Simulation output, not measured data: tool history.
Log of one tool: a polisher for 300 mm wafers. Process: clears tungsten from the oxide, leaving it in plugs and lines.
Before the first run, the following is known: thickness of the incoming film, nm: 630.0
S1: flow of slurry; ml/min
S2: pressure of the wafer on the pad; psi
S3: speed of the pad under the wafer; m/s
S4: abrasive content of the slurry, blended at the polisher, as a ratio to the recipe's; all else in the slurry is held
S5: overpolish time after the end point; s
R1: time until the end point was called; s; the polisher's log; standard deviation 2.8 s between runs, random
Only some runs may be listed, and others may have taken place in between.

{"run": 1, "hour": 0.0, "S1": 220, "S2": 3.7, "S3": 1.26, "S4": 1.0, "S5": 30, "R1": 105.29}
{"run": 2, "hour": 6.2, "S1": 220, "S2": 3.7, "S3": 1.26, "S4": 1.0, "S5": 32, "R1": 106.46}
{"run": 3, "hour": 15.1, "S1": 220, "S2": 3.7, "S3": 1.26, "S4": 1.15, "S5": 32, "R1": 99.577}
{"run": 4, "hour": 18.6, "S1": 220, "S2": 3.5, "S3": 1.26, "S4": 1.15, "S5": 32, "R1": 106.81}
{"run": 5, "hour": 21.1, "S1": 220, "S2": 4.0, "S3": 1.26, "S4": 1.15, "S5": 32, "R1": 91.457}
{"run": 6, "hour": 29.0, "S1": 220, "S2": 4.0, "S3": 1.26, "S4": 1.25, "S5": 32, "R1": 92.675}
{"run": 7, "hour": 37.9, "S1": 220, "S2": 3.7, "S3": 1.24, "S4": 1.25, "S5": 32, "R1": 101.07}

For run 8, what comes out?
{"run": 8, "hour": 40.3, "S1": 220, "S2": 3.5, "S3": 1.24, "S4": 1.25, "S5": 32, "R1": "?"}

R1: 106.860 s

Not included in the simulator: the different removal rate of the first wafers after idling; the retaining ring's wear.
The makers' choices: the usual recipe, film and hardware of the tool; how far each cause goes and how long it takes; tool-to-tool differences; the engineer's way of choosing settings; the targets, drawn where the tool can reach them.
